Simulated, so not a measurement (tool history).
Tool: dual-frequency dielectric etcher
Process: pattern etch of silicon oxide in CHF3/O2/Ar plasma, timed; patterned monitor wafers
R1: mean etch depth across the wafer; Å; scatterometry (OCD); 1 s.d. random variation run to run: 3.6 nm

{"run": 1, "day": 0.0, "source power (W)": 860, "bias power (W)": 122, "etch time (s)": 348.5, "R1": 6944.1}
{"run": 2, "day": 0.133, "source power (W)": 860, "bias power (W)": 134, "etch time (s)": 348.5, "R1": 7208.5}
{"run": 3, "day": 0.233, "source power (W)": 860, "bias power (W)": 134, "etch time (s)": 322.0, "R1": 6562.9}
{"run": 4, "day": 0.588, "source power (W)": 860, "bias power (W)": 134, "etch time (s)": 348.5, "R1": 7139.5}
{"run": 5, "day": 0.958, "source power (W)": 860, "bias power (W)": 115, "etch time (s)": 348.5, "R1": 6880.6}
{"run": 6, "day": 1.333, "source power (W)": 1020, "bias power (W)": 115, "etch time (s)": 348.5, "R1": 7375.8}
{"run": 7, "day": 1.683, "source power (W)": 1060, "bias power (W)": 116, "etch time (s)": 348.5, "R1": 7504.5}

Run 8, settings as shown, results not yet in. Your forecast:
{"run": 8, "day": 1.967, "source power (W)": 1090, "bias power (W)": 117, "etch time (s)": 348.5, "R1": "?"}

{"run 8": {"R1": 7617.7}}

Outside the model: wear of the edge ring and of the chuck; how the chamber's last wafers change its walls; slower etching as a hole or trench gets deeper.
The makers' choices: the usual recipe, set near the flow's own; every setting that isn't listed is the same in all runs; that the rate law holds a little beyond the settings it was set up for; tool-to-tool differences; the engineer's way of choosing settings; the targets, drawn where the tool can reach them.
